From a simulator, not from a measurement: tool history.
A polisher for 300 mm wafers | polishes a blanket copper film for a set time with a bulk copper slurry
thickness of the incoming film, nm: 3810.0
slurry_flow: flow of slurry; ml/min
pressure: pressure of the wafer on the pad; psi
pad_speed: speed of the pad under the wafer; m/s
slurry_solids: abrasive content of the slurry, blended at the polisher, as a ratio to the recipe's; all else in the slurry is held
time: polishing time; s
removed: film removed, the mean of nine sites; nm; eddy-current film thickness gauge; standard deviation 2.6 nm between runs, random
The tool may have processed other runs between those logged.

run	day	slurry_flow	pressure	pad_speed	slurry_solids	time	removed
1	0	150	3	1.04	1	39	410.31
2	0.212	150	3	1.04	1	39	406.95
3	0.442	150	3.6	1.04	1	39	474.69
4	0.75	150	3.6	1.04	1.1	39	490.91
5	1.012	170	3.6	1.04	1.1	39	497.33
6	1.062	170	2.9	1.04	1.1	39	414.96

Expected results for the next run?
7	1.338	130	2.2	1.04	1.1	39	?

removed: 315.31 nm

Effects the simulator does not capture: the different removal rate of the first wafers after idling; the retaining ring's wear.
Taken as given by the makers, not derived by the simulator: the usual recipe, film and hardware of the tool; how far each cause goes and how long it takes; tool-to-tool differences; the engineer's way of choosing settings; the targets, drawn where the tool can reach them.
